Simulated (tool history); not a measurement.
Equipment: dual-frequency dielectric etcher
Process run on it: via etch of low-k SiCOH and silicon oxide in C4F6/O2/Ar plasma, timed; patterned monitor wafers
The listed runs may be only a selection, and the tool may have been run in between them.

run  hour  source power (W)  bias power (W)  etch time (s)  mean etch depth across the wafer (angstrom)
  1   0.0               480             195           34.0                                       906.31
  2   4.7               480             221           34.0                                       946.32
  3   9.5               480             252           34.0                                       998.33
  4  11.1               400             252           34.0                                       917.41
  5  16.2               400             252           31.0                                       839.86
  6  24.5               420             253           31.0                                       854.65
  7  27.4               440             254           31.0                                       873.20

The next listed run, before its measurement:
  8  29.5               540             272           31.5                                            ?

mean etch depth across the wafer (angstrom): 996.15

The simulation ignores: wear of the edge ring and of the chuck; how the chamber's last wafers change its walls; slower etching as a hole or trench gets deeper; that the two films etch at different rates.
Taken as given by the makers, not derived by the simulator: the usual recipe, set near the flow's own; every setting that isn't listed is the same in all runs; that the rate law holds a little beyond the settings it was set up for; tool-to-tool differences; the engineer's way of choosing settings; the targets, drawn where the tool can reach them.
